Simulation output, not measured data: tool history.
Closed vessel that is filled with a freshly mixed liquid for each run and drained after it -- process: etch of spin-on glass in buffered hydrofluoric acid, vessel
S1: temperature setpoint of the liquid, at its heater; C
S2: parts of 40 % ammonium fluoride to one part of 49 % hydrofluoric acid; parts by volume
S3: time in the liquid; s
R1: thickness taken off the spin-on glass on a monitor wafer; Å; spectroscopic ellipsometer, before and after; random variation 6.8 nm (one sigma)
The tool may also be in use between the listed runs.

run 1 hour=0.0 | S1=21.0 S2=12.0 S3=100 | R1=3413.1
run 2 hour=6.1 | S1=22.5 S2=11.5 S3=100 | R1=3845.9
run 3 hour=7.2 | S1=22.5 S2=14.5 S3=100 | R1=3083.0
run 4 hour=11.8 | S1=22.5 S2=14.5 S3=110 | R1=3347.2
run 5 hour=13.1 | S1=22.5 S2=14.5 S3=110 | R1=3367.5
run 6 hour=17.0 | S1=20.5 S2=14.5 S3=110 | R1=3035.6
run 7 hour=19.9 | S1=22.0 S2=13.5 S3=110 | R1=3522.8

Predict the results of run 8:
run 8 hour=22.4 | S1=23.0 S2=12.5 S3=110 | R1=?

Run 8 measured R1 3973.7 Å.
